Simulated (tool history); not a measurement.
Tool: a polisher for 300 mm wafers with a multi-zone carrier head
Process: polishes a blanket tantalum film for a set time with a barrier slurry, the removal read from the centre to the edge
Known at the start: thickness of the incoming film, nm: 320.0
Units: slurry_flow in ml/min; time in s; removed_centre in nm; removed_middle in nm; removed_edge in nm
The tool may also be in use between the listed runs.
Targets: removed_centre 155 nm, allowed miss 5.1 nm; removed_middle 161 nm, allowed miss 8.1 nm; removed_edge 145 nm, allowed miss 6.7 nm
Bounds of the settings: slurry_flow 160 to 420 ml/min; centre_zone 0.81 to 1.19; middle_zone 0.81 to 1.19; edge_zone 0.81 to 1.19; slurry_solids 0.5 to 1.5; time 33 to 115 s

{"run": 1, "hour": 0.0, "slurry_flow": 270, "centre_zone": 1, "middle_zone": 1, "edge_zone": 1, "slurry_solids": 1, "time": 73, "removed_centre": 123.44, "removed_middle": 124.17, "removed_edge": 127.79}
{"run": 2, "hour": 8.9, "slurry_flow": 270, "centre_zone": 1, "middle_zone": 1, "edge_zone": 1, "slurry_solids": 0.9, "time": 73, "removed_centre": 120.27, "removed_middle": 119.75, "removed_edge": 129.26}
{"run": 3, "hour": 15.6, "slurry_flow": 270, "centre_zone": 1.01, "middle_zone": 1.01, "edge_zone": 1.01, "slurry_solids": 0.95, "time": 73, "removed_centre": 121.25, "removed_middle": 126.13, "removed_edge": 128.57}
{"run": 4, "hour": 23.3, "slurry_flow": 270, "centre_zone": 1.09, "middle_zone": 1.01, "edge_zone": 1.01, "slurry_solids": 0.95, "time": 73, "removed_centre": 130.42, "removed_middle": 121.98, "removed_edge": 129.52}
{"run": 5, "hour": 24.2, "slurry_flow": 275, "centre_zone": 1.1, "middle_zone": 1.02, "edge_zone": 1.02, "slurry_solids": 1, "time": 73, "removed_centre": 132.03, "removed_middle": 126.48, "removed_edge": 129.27}
{"run": 6, "hour": 33.0, "slurry_flow": 275, "centre_zone": 1.1, "middle_zone": 1.03, "edge_zone": 1.03, "slurry_solids": 1.05, "time": 74, "removed_centre": 134.09, "removed_middle": 134.57, "removed_edge": 133.8}
{"run": 7, "hour": 40.1, "slurry_flow": 275, "centre_zone": 1.11, "middle_zone": 1.03, "edge_zone": 1.03, "slurry_solids": 1.05, "time": 74, "removed_centre": 136.88, "removed_middle": 129.65, "removed_edge": 133.65}
{"run": 8, "hour": 47.5, "slurry_flow": 275, "centre_zone": 1.11, "middle_zone": 1.04, "edge_zone": 1.03, "slurry_solids": 1.1, "time": 74, "removed_centre": 137.09, "removed_middle": 132.7, "removed_edge": 133.92}
{"run": 9, "hour": 54.4, "slurry_flow": 280, "centre_zone": 1.12, "middle_zone": 1.05, "edge_zone": 1.03, "slurry_solids": 1.15, "time": 74, "removed_centre": 140.69, "removed_middle": 133.94, "removed_edge": 135.55}
{"run": 10, "hour": 55.4, "slurry_flow": 280, "centre_zone": 1.12, "middle_zone": 1.07, "edge_zone": 1.03, "slurry_solids": 1.15, "time": 74, "removed_centre": 139.99, "removed_middle": 137.91, "removed_edge": 139.04}
{"run": 11, "hour": 58.2, "slurry_flow": 285, "centre_zone": 1.12, "middle_zone": 1.08, "edge_zone": 1.02, "slurry_solids": 1.2, "time": 74, "removed_centre": 141.95, "removed_middle": 139.64, "removed_edge": 137.92}
{"run": 12, "hour": 61.5, "slurry_flow": 285, "centre_zone": 1.12, "middle_zone": 1.08, "edge_zone": 1.02, "slurry_solids": 1.2, "time": 74, "removed_centre": 139.26, "removed_middle": 138.26, "removed_edge": 138.57}

4 next moves are on the table. One of them brings every result within its allowed miss. Which?
{"run": "A", "hour": 64.8, "slurry_flow": 340, "centre_zone": 0.92, "middle_zone": 1.1, "edge_zone": 1.02, "slurry_solids": 1.2, "time": 72, "removed_centre": "?", "removed_middle": "?", "removed_edge": "?"}
{"run": "B", "hour": 64.8, "slurry_flow": 315, "centre_zone": 1.14, "middle_zone": 1.16, "edge_zone": 0.99, "slurry_solids": 1.2, "time": 79, "removed_centre": "?", "removed_middle": "?", "removed_edge": "?"}
{"run": "C", "hour": 64.8, "slurry_flow": 230, "centre_zone": 1.12, "middle_zone": 1.05, "edge_zone": 1, "slurry_solids": 1.3, "time": 71, "removed_centre": "?", "removed_middle": "?", "removed_edge": "?"}
{"run": "D", "hour": 64.8, "slurry_flow": 250, "centre_zone": 1.05, "middle_zone": 1.11, "edge_zone": 1.02, "slurry_solids": 1.2, "time": 80, "removed_centre": "?", "removed_middle": "?", "removed_edge": "?"}

move=A removed_centre=122.07 removed_middle=140.56 removed_edge=134.04
move=B removed_centre=154.49 removed_middle=160.29 removed_edge=144.14
move=C removed_centre=134.47 removed_middle=130.26 removed_edge=129.32
move=D removed_centre=144.02 removed_middle=152.96 removed_edge=145.76
A: further off than the last run
B: meets every target
C: further off than the last run
D: nearer than the last run, and not there yet
Answer: B

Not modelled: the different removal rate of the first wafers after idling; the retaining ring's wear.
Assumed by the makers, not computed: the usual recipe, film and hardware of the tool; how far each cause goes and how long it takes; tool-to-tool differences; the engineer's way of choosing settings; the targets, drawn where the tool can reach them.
